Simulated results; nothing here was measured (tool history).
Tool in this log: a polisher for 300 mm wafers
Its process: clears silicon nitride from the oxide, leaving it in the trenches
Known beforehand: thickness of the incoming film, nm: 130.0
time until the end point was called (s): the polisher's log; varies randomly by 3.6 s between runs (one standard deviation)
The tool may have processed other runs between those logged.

run  hour  flow of slurry (ml/min)  pressure of the wafer on the pad (kPa)  speed of the pad under the wafer (m/s)  overpolish time after the end point (s)  time until the end point was called (s)
  1     0                      305                                    22.8                                    0.82                                       44                                      118
  2     2                      275                                    22.8                                    0.82                                       44                                   117.03
  3  10.2                      275                                    21.4                                    0.82                                       44                                   123.66
  4  14.8                      275                                    21.4                                    0.66                                       44                                   155.74
  5  15.8                      275                                    21.4                                    0.74                                       44                                   140.89
  6  23.2                      275                                    21.4                                    0.74                                       44                                   136.65

What will run 7 give?
  7  30.8                      275                                    14.5                                     0.7                                       44                                        ?

Run 7 came out at time until the end point was called (s) 216.38.

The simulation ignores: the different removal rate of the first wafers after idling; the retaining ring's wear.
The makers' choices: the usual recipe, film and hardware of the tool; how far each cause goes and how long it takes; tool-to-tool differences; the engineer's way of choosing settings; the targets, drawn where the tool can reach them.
